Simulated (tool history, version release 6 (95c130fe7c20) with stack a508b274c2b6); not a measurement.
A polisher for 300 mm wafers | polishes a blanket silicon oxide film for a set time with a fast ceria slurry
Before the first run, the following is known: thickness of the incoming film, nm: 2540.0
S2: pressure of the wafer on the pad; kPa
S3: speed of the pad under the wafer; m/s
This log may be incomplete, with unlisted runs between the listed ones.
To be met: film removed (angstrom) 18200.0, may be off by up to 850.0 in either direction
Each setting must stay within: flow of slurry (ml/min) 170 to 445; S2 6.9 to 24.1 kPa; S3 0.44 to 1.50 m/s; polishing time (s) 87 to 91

run 1 day=0.000 | flow_of_slurry_(ml/min)=285 S2=15.2 S3=0.96 polishing_time_(s)=87 | film_removed_(angstrom)=10737.0
run 2 day=0.067 | flow_of_slurry_(ml/min)=285 S2=12.4 S3=0.96 polishing_time_(s)=87 | film_removed_(angstrom)=8979.1
run 3 day=0.262 | flow_of_slurry_(ml/min)=285 S2=12.4 S3=0.96 polishing_time_(s)=91 | film_removed_(angstrom)=9303.4
run 4 day=0.462 | flow_of_slurry_(ml/min)=285 S2=13.8 S3=0.96 polishing_time_(s)=91 | film_removed_(angstrom)=10545.0
run 5 day=0.550 | flow_of_slurry_(ml/min)=285 S2=14.5 S3=0.96 polishing_time_(s)=91 | film_removed_(angstrom)=11040.0
run 6 day=0.779 | flow_of_slurry_(ml/min)=285 S2=14.5 S3=0.96 polishing_time_(s)=87 | film_removed_(angstrom)=10172.0
-- day=0.958 worn pad replaced by a new one
run 7 day=0.958 | flow_of_slurry_(ml/min)=285 S2=18.6 S3=1.00 polishing_time_(s)=87 | film_removed_(angstrom)=15182.0
run 8 day=1.204 | flow_of_slurry_(ml/min)=285 S2=20.0 S3=1.00 polishing_time_(s)=87 | film_removed_(angstrom)=16326.0
run 9 day=1.304 | flow_of_slurry_(ml/min)=285 S2=20.7 S3=1.00 polishing_time_(s)=87 | film_removed_(angstrom)=16813.0

Pick the move, out of 5, that brings all results within their allowed miss; only one does.
run A day=1.404 | flow_of_slurry_(ml/min)=260 S2=21.4 S3=0.92 polishing_time_(s)=87 | film_removed_(angstrom)=?
run B day=1.404 | flow_of_slurry_(ml/min)=245 S2=19.3 S3=1.02 polishing_time_(s)=90 | film_removed_(angstrom)=?
run C day=1.404 | flow_of_slurry_(ml/min)=285 S2=18.6 S3=1.02 polishing_time_(s)=89 | film_removed_(angstrom)=?
run D day=1.404 | flow_of_slurry_(ml/min)=280 S2=17.9 S3=0.98 polishing_time_(s)=87 | film_removed_(angstrom)=?
run E day=1.404 | flow_of_slurry_(ml/min)=355 S2=23.4 S3=0.88 polishing_time_(s)=91 | film_removed_(angstrom)=?

move=A film_removed_(angstrom)=15752.0
move=B film_removed_(angstrom)=16237.0
move=C film_removed_(angstrom)=15661.0
move=D film_removed_(angstrom)=14177.0
move=E film_removed_(angstrom)=17635.0
A: lands further from the targets than the last run did
B: lands further from the targets than the last run did
C: lands further from the targets than the last run did
D: lands further from the targets than the last run did
E: all results land within tolerance of their targets
Correct choice: E, which meets every target
